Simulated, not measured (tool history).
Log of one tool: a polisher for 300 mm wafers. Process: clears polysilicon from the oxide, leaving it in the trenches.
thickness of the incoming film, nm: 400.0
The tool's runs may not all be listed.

| run | hour | flow of slurry (ml/min) | pressure of the wafer on the pad (kPa) | speed of the pad under the wafer (cm/s) | overpolish time after the end point (s) | time until the end point was called (s) | dishing of a wide line in a test structure (angstrom) |
|---|---|---|---|---|---|---|---|
| 1 | 0 | 150 | 13.1 | 94 | 18 | 35.089 | 445.61 |
| 2 | 7.6 | 120 | 13.1 | 94 | 18 | 38.417 | 449.81 |
| 3 | 15.4 | 120 | 15.2 | 94 | 18 | 34.236 | 447.82 |
| 4 | 21 | 120 | 15.2 | 94 | 23 | 34.348 | 466.27 |
| 5 | 27.9 | 120 | 17.2 | 94 | 23 | 29.919 | 463.1 |
| 6 | 30.5 | 120 | 18.6 | 94 | 23 | 27.761 | 455.4 |
| 7 | 35.4 | 125 | 15.9 | 82 | 18 | 35.975 | 461.05 |
| 8 | 38.6 | 125 | 15.9 | 82 | 18 | 35.211 | 445.7 |
| 9 | 44.9 | 120 | 11.7 | 64 | 9 | 60.583 | 311.51 |
|  | 52.2 | slurry nozzle cleaned |
| 10 | 52.2 | 115 | 10.3 | 64 | 15 | 60.654 | 406.08 |
| 11 | 53.3 | 110 | 9 | 62 | 15 | 70.935 | 370.54 |
| 12 | 58.8 | 110 | 8.3 | 62 | 16 | 76.013 | 372.23 |
| 13 | 67.1 | 110 | 7.6 | 62 | 17 | 83.389 | 375.19 |

Run 14 comes next. What will it give?
| 14 | 69.2 | 110 | 7.6 | 62 | 18 | ? | ? |

time until the end point was called (s): 79.415
dishing of a wide line in a test structure (angstrom): 379.27

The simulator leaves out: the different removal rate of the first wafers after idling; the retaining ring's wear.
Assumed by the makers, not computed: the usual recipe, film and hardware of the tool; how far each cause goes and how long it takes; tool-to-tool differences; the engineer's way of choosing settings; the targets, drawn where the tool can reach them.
